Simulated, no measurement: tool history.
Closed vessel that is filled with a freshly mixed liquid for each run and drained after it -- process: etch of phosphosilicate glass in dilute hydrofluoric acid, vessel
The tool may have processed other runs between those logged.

run  hour  temperature setpoint of the liquid (°C)  parts of water to one part of 49 % hydrofluoric acid (parts by volume)  time in the liquid (s)  thickness taken off the phosphosilicate glass on a monitor wafer (nm)
  1   0.0                                     21.0                                                                      50                      30                                                                 48.967
  2   7.4                                     21.0                                                                      55                      30                                                                 44.235
  3   8.5                                     21.0                                                                      55                      30                                                                 43.893
  4  11.1                                     20.5                                                                      55                      30                                                                 42.861
     18.8  -- hydrofluoric acid flow meter replaced
  5  18.8                                     20.5                                                                      55                      30                                                                 45.741
  6  25.2                                     22.0                                                                      55                      30                                                                 48.482

For run 7, what comes out?
  7  30.0                                     22.0                                                                      55                      30                                                                      ?

{"run 7": {"thickness taken off the phosphosilicate glass on a monitor wafer (nm)": 48.605}}
